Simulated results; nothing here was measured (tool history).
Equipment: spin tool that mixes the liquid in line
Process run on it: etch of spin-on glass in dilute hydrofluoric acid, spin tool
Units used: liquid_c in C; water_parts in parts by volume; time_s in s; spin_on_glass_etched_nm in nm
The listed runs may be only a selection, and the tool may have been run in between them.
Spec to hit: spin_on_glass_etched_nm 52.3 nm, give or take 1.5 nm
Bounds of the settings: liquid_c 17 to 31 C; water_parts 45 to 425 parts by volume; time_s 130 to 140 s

Run 1, hour 0: liquid_c 23 C, water_parts 235 parts by volume, time_s 130 s. Result: spin_on_glass_etched_nm 27.579 nm.
Run 2, hour 5.5: liquid_c 23 C, water_parts 305 parts by volume, time_s 130 s. Result: spin_on_glass_etched_nm 19.533 nm.
Run 3, hour 8.3: liquid_c 25 C, water_parts 260 parts by volume, time_s 130 s. Result: spin_on_glass_etched_nm 25.864 nm.
Run 4, hour 15.3: liquid_c 26.5 C, water_parts 225 parts by volume, time_s 130 s. Result: spin_on_glass_etched_nm 32.243 nm.
Run 5, hour 17.5: liquid_c 26.5 C, water_parts 225 parts by volume, time_s 130 s. Result: spin_on_glass_etched_nm 32.566 nm.
Run 6, hour 24.8: liquid_c 27.5 C, water_parts 205 parts by volume, time_s 130 s. Result: spin_on_glass_etched_nm 38.04 nm.
Run 7, hour 32.8: liquid_c 28.5 C, water_parts 195 parts by volume, time_s 130 s. Result: spin_on_glass_etched_nm 41.182 nm.
Run 8, hour 41.1: liquid_c 29 C, water_parts 185 parts by volume, time_s 130 s. Result: spin_on_glass_etched_nm 45.15 nm.
Run 9, hour 44: liquid_c 29.5 C, water_parts 180 parts by volume, time_s 130 s. Result: spin_on_glass_etched_nm 48.593 nm.
Run 10, hour 50.4: liquid_c 31 C, water_parts 180 parts by volume, time_s 130 s. Result: spin_on_glass_etched_nm 51.019 nm.

5 candidate next runs follow, results not yet known. Just one meets every target within its allowed miss. Identify it.
Run A, hour 56.8: liquid_c 30 C, water_parts 190 parts by volume, time_s 140 s. Result: spin_on_glass_etched_nm ?.
Run B, hour 56.8: liquid_c 30.5 C, water_parts 180 parts by volume, time_s 130 s. Result: spin_on_glass_etched_nm ?.
Run C, hour 56.8: liquid_c 30 C, water_parts 180 parts by volume, time_s 130 s. Result: spin_on_glass_etched_nm ?.
Run D, hour 56.8: liquid_c 31 C, water_parts 195 parts by volume, time_s 135 s. Result: spin_on_glass_etched_nm ?.
Run E, hour 56.8: liquid_c 31 C, water_parts 185 parts by volume, time_s 140 s. Result: spin_on_glass_etched_nm ?.

move  spin_on_glass_etched_nm
   A                   49.439
   B                   49.934
   C                   49.068
   D                   47.784
   E                     52.9
A: misses by more than the last run did
B: misses by more than the last run did
C: misses by more than the last run did
D: misses by more than the last run did
E: all results land within tolerance of their targets
Move E is the one to make.
